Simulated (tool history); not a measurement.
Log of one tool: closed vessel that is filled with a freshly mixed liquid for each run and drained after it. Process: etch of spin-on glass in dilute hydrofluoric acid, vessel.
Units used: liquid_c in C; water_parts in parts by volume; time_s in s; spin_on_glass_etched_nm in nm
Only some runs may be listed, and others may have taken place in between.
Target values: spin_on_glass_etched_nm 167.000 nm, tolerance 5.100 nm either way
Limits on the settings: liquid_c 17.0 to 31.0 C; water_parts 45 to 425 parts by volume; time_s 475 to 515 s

Run 1, day 0.000: liquid_c 23.0 C, water_parts 235 parts by volume, time_s 475 s. Result: spin_on_glass_etched_nm 66.300 nm.
Run 2, day 0.188: liquid_c 23.0 C, water_parts 235 parts by volume, time_s 515 s. Result: spin_on_glass_etched_nm 72.601 nm.
Run 3, day 0.525: liquid_c 25.0 C, water_parts 200 parts by volume, time_s 515 s. Result: spin_on_glass_etched_nm 96.036 nm.
Run 4, day 0.554: liquid_c 25.0 C, water_parts 200 parts by volume, time_s 475 s. Result: spin_on_glass_etched_nm 88.729 nm.
Run 5, day 0.683: liquid_c 25.0 C, water_parts 200 parts by volume, time_s 515 s. Result: spin_on_glass_etched_nm 95.067 nm.
Run 6, day 0.975: liquid_c 26.5 C, water_parts 180 parts by volume, time_s 515 s. Result: spin_on_glass_etched_nm 114.930 nm.
At day 1.233: hydrofluoric acid flow meter replaced.
Run 7, day 1.233: liquid_c 28.0 C, water_parts 170 parts by volume, time_s 515 s. Result: spin_on_glass_etched_nm 142.550 nm.
Run 8, day 1.492: liquid_c 28.5 C, water_parts 170 parts by volume, time_s 515 s. Result: spin_on_glass_etched_nm 146.420 nm.
Run 9, day 1.575: liquid_c 28.5 C, water_parts 170 parts by volume, time_s 515 s. Result: spin_on_glass_etched_nm 146.250 nm.

Pick the move, out of 4, that brings all results within their allowed miss; only one does.
Run A, day 1.658: liquid_c 27.0 C, water_parts 175 parts by volume, time_s 475 s. Result: spin_on_glass_etched_nm ?.
Run B, day 1.658: liquid_c 24.5 C, water_parts 150 parts by volume, time_s 490 s. Result: spin_on_glass_etched_nm ?.
Run C, day 1.658: liquid_c 26.5 C, water_parts 175 parts by volume, time_s 475 s. Result: spin_on_glass_etched_nm ?.
Run D, day 1.658: liquid_c 28.5 C, water_parts 145 parts by volume, time_s 480 s. Result: spin_on_glass_etched_nm ?.

move  spin_on_glass_etched_nm
   A                  122.470
   B                  138.290
   C                  120.260
   D                  163.710
A: lands further from the targets than the last run did
B: lands further from the targets than the last run did
C: lands further from the targets than the last run did
D: every result lands within tolerance
D meets every target.
